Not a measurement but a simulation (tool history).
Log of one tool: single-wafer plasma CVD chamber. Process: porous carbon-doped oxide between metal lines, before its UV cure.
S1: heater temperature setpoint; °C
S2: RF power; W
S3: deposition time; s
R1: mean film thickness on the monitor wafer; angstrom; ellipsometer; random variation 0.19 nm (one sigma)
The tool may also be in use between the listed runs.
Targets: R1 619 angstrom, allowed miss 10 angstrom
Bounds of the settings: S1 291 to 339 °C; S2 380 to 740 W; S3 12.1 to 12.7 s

Run 1, hour 0: S1 315 °C, S2 560 W, S3 12.7 s. Result: R1 733.85 angstrom.
Run 2, hour 3.4: S1 319 °C, S2 550 W, S3 12.7 s. Result: R1 704.58 angstrom.
Run 3, hour 6.4: S1 323 °C, S2 545 W, S3 12.7 s. Result: R1 680.33 angstrom.
Run 4, hour 13.9: S1 323 °C, S2 545 W, S3 12.7 s. Result: R1 679.81 angstrom.
Run 5, hour 17.8: S1 326 °C, S2 545 W, S3 12.7 s. Result: R1 667.75 angstrom.
Run 6, hour 21.8: S1 328 °C, S2 545 W, S3 12.7 s. Result: R1 660.12 angstrom.
Run 7, hour 27.9: S1 330 °C, S2 545 W, S3 12.7 s. Result: R1 655.71 angstrom.
Run 8, hour 30: S1 332 °C, S2 545 W, S3 12.7 s. Result: R1 647.89 angstrom.
Run 9, hour 32.8: S1 333 °C, S2 545 W, S3 12.7 s. Result: R1 647.42 angstrom.
Run 10, hour 40.9: S1 334 °C, S2 540 W, S3 12.7 s. Result: R1 640.13 angstrom.
Run 11, hour 45.9: S1 335 °C, S2 540 W, S3 12.7 s. Result: R1 638.05 angstrom.
Run 12, hour 46.5: S1 335 °C, S2 540 W, S3 12.7 s. Result: R1 636.33 angstrom.
Run 13, hour 52.3: S1 336 °C, S2 540 W, S3 12.7 s. Result: R1 632.37 angstrom.

5 next moves are on the table. One of them brings every result within its allowed miss. Which?
Run A, hour 58.1: S1 338 °C, S2 545 W, S3 12.1 s. Result: R1 ?.
Run B, hour 58.1: S1 332 °C, S2 525 W, S3 12.1 s. Result: R1 ?.
Run C, hour 58.1: S1 337 °C, S2 545 W, S3 12.1 s. Result: R1 ?.
Run D, hour 58.1: S1 339 °C, S2 555 W, S3 12.3 s. Result: R1 ?.
Run E, hour 58.1: S1 329 °C, S2 495 W, S3 12.4 s. Result: R1 ?.

move      R1
   A  603.58
   B  602.71
   C  606.62
   D  619.55
   E  595.38
A: takes the result that was furthest off past its target
B: takes the result that was furthest off past its target
C: takes the result that was furthest off past its target
D: meets every target
E: takes the result that was furthest off past its target
Move D is the one to make.

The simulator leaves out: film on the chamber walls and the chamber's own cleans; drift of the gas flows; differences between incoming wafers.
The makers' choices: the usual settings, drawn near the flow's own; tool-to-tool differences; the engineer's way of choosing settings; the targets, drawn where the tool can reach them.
